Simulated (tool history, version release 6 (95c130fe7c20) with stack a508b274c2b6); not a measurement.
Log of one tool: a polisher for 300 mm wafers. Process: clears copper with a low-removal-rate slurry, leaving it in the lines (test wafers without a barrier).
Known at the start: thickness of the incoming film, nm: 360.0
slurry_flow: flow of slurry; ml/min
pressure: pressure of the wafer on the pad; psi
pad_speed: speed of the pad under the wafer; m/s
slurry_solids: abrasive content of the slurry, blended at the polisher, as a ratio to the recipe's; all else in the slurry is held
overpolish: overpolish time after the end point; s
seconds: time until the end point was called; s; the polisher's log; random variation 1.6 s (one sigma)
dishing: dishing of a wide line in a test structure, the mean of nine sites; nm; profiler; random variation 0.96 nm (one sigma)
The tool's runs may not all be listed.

run    day  slurry_flow  pressure  pad_speed  slurry_solids  overpolish  seconds  dishing
  1  0.000          190       3.2       1.12           1.00          15   93.149   32.826
  2  0.246          170       3.2       1.12           1.00          15   94.040   31.629
  3  0.308          170       2.7       1.12           1.00          15  114.840   27.342
  4  0.600          170       2.7       0.92           1.00          15  135.570   24.664
  5  0.696          170       3.0       0.92           1.00          16  120.800   26.935
  6  0.754          170       3.0       0.92           0.85          16  126.660   26.895

Forecast run 7:
  7  0.988          170       3.2       0.94           0.85          17        ?        ?

{"run 7": {"seconds": 117.66, "dishing": 30.479}}
